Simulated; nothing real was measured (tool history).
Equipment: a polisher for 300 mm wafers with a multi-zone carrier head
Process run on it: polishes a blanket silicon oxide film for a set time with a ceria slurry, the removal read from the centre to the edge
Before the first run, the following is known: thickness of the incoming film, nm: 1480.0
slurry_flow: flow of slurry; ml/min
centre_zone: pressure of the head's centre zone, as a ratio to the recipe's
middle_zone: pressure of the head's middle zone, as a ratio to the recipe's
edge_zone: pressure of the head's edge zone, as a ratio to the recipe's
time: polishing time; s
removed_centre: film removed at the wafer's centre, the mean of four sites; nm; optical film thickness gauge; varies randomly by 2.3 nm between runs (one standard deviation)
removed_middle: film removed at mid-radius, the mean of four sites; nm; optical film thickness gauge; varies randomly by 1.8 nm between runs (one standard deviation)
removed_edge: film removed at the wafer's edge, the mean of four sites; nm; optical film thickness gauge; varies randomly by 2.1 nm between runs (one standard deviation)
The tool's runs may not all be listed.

run 1 hour=0 | slurry_flow=160 centre_zone=1 middle_zone=1 edge_zone=1 time=53 | removed_centre=165.41 removed_middle=154.16 removed_edge=156.58
run 2 hour=5.5 | slurry_flow=160 centre_zone=1 middle_zone=1 edge_zone=1.03 time=53 | removed_centre=164.3 removed_middle=154.12 removed_edge=158.74
run 3 hour=6.6 | slurry_flow=160 centre_zone=1.08 middle_zone=1 edge_zone=1.03 time=53 | removed_centre=179.53 removed_middle=154.37 removed_edge=157.48
run 4 hour=13.8 | slurry_flow=175 centre_zone=1.08 middle_zone=1 edge_zone=1.03 time=53 | removed_centre=185.07 removed_middle=154.54 removed_edge=159.75
run 5 hour=16.2 | slurry_flow=175 centre_zone=1.04 middle_zone=1.04 edge_zone=1.04 time=56 | removed_centre=185.13 removed_middle=173.58 removed_edge=168.63
run 6 hour=18 | slurry_flow=180 centre_zone=1.01 middle_zone=1.06 edge_zone=1.07 time=58 | removed_centre=186.14 removed_middle=182.38 removed_edge=178.17
run 7 hour=20.9 | slurry_flow=185 centre_zone=0.99 middle_zone=1.09 edge_zone=1.09 time=59 | removed_centre=185.32 removed_middle=189.41 removed_edge=182.14

What does the tool deliver on the next run?
-- hour=23.8 centre zone pressure recalibrated
run 8 hour=23.8 | slurry_flow=190 centre_zone=0.97 middle_zone=1.11 edge_zone=1.1 time=60 | removed_centre=? removed_middle=? removed_edge=?

{"run 8": {"removed_centre": 173.6, "removed_middle": 196.79, "removed_edge": 189.19}}
